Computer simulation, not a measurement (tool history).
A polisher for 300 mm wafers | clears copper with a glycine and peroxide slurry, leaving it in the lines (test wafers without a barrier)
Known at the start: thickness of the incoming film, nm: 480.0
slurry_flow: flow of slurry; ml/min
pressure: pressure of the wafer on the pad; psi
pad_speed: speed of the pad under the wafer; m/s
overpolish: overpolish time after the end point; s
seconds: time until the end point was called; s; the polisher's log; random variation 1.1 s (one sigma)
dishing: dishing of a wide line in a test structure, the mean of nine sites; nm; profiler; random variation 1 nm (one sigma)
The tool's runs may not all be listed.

run	hour	slurry_flow	pressure	pad_speed	overpolish	seconds	dishing
1	0	295	3.1	0.96	16	96.101	57.252
2	3.1	255	3.1	0.96	16	96.729	55.375
3	8.3	255	3.3	0.96	15	93.529	55.652
4	11.1	255	3.5	0.98	14	86.941	54.765
5	17.4	255	3.7	0.98	14	82.772	58.088
6	18.7	255	3.7	0.88	14	92.133	52.979
7	23.8	255	3.9	0.88	13	84.166	52.913
8	27.1	260	4	0.88	13	85.637	52.032
9	33.4	260	4.2	0.88	13	80.799	54.816
10	37.8	260	4.3	0.88	13	78.171	54.699
11	42	260	4.4	0.88	13	80.194	56.866

Forecast run 12:
# hour 46.5: head pressure recalibrated
12	46.5	260	4.9	0.94	10	?	?

seconds: 63.468 s
dishing: 52.592 nm

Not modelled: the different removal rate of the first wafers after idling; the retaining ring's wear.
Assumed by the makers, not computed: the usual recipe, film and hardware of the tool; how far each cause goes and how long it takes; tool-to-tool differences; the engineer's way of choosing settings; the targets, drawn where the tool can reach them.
